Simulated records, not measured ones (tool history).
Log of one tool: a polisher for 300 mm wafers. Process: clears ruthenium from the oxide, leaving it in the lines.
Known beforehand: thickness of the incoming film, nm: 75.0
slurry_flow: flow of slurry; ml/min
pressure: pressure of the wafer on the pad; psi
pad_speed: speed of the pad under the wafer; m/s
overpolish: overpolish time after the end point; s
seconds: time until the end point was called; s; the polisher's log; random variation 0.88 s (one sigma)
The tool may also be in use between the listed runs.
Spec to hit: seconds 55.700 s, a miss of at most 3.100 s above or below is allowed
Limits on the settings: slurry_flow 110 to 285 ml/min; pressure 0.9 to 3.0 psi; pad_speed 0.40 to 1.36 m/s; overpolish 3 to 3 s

| run | hour | slurry_flow | pressure | pad_speed | overpolish | seconds |
|---|---|---|---|---|---|---|
| 1 | 0.0 | 180 | 1.9 | 0.88 | 3 | 83.337 |
| 2 | 7.9 | 180 | 2.0 | 0.88 | 3 | 79.974 |
| 3 | 15.0 | 180 | 2.3 | 0.88 | 3 | 71.891 |
| 4 | 21.1 | 180 | 2.3 | 0.88 | 3 | 68.734 |
| 5 | 27.4 | 180 | 2.4 | 0.88 | 3 | 66.337 |
| 6 | 30.1 | 135 | 2.4 | 0.88 | 3 | 71.394 |
| 7 | 37.3 | 140 | 2.5 | 0.88 | 3 | 66.437 |
| 8 | 39.3 | 150 | 2.7 | 0.88 | 3 | 62.068 |

Next run, 4 choices. One meets every target within its allowed miss, the rest don't. Which?
| A | 41.3 | 180 | 2.8 | 0.76 | 3 | ? |
| B | 41.3 | 160 | 2.7 | 0.74 | 3 | ? |
| C | 41.3 | 210 | 2.4 | 1.04 | 3 | ? |
| D | 41.3 | 165 | 2.9 | 0.72 | 3 | ? |

| move | seconds |
|---|---|
| A | 65.196 |
| B | 71.397 |
| C | 54.081 |
| D | 67.802 |
A: misses by more than the last run did
B: misses by more than the last run did
C: hits every target within its allowed miss
D: misses by more than the last run did
C meets every target.
